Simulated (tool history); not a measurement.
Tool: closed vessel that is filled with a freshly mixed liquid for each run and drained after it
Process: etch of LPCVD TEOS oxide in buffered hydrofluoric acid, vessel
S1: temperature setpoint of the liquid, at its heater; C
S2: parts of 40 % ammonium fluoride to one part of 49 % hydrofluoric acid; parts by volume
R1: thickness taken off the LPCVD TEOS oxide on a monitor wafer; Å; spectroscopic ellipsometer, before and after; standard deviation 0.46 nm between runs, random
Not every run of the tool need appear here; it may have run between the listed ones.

run 1 hour=0 | S1=23 S2=22.5 time_in_the_liquid_(s)=35 | R1=359.25
run 2 hour=4 | S1=24 S2=22.5 time_in_the_liquid_(s)=35 | R1=386.92
run 3 hour=10.2 | S1=26.5 S2=22.5 time_in_the_liquid_(s)=35 | R1=442.99
run 4 hour=10.9 | S1=27 S2=22.5 time_in_the_liquid_(s)=35 | R1=452.42
run 5 hour=13.7 | S1=27 S2=22.5 time_in_the_liquid_(s)=30 | R1=380.79
run 6 hour=22.1 | S1=27.5 S2=22 time_in_the_liquid_(s)=30 | R1=393.88
run 7 hour=23.4 | S1=28 S2=21.5 time_in_the_liquid_(s)=30 | R1=419.84
run 8 hour=25.4 | S1=28.5 S2=21 time_in_the_liquid_(s)=30 | R1=437.62
run 9 hour=33 | S1=29 S2=21 time_in_the_liquid_(s)=30 | R1=451.24

Run 10 has not been measured yet. What should we expect?
run 10 hour=37.9 | S1=29.5 S2=21 time_in_the_liquid_(s)=30 | R1=?

Run 10 came out at R1 462.79 Å.
